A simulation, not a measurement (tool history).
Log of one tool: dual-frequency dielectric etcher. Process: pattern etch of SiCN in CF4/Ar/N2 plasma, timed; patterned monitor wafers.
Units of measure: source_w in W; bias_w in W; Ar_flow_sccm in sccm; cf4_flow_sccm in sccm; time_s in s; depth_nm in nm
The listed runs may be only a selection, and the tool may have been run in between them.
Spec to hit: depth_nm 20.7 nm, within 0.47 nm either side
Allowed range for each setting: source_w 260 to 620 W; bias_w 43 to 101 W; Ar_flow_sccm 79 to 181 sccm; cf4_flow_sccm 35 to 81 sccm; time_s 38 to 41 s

| run | hour | source_w | bias_w | Ar_flow_sccm | cf4_flow_sccm | time_s | depth_nm |
|---|---|---|---|---|---|---|---|
| 1 | 0 | 440 | 72 | 130 | 58 | 41 | 31.306 |
| 2 | 4.2 | 440 | 72 | 130 | 58 | 38 | 28.845 |
| 3 | 13.1 | 370 | 72 | 130 | 58 | 38 | 25.39 |
| 4 | 16.8 | 370 | 72 | 130 | 65 | 38 | 25.682 |
| 5 | 20.4 | 370 | 72 | 115 | 65 | 38 | 26.503 |
| 6 | 23.6 | 350 | 71 | 116 | 65 | 38 | 25.034 |
| 7 | 26.3 | 330 | 71 | 116 | 65 | 38 | 24.219 |
| 8 | 32.2 | 320 | 70 | 116 | 65 | 38 | 23.435 |
| 9 | 40.3 | 260 | 69 | 116 | 65 | 38 | 20.11 |

Pick the move, out of 4, that brings all results within their allowed miss; only one does.
| A | 48.4 | 270 | 77 | 126 | 70 | 39 | ? |
| B | 48.4 | 270 | 65 | 121 | 62 | 39.5 | ? |
| C | 48.4 | 270 | 75 | 92 | 63 | 38.5 | ? |
| D | 48.4 | 260 | 69 | 154 | 71 | 38.5 | ? |

| move | depth_nm |
|---|---|
| A | 21.742 |
| B | 20.702 |
| C | 21.907 |
| D | 19.673 |
A: moves the result that the last run missed by most past its target, out the other side
B: meets every target
C: moves the result that the last run missed by most past its target, out the other side
D: misses by more than the last run did
Answer: B

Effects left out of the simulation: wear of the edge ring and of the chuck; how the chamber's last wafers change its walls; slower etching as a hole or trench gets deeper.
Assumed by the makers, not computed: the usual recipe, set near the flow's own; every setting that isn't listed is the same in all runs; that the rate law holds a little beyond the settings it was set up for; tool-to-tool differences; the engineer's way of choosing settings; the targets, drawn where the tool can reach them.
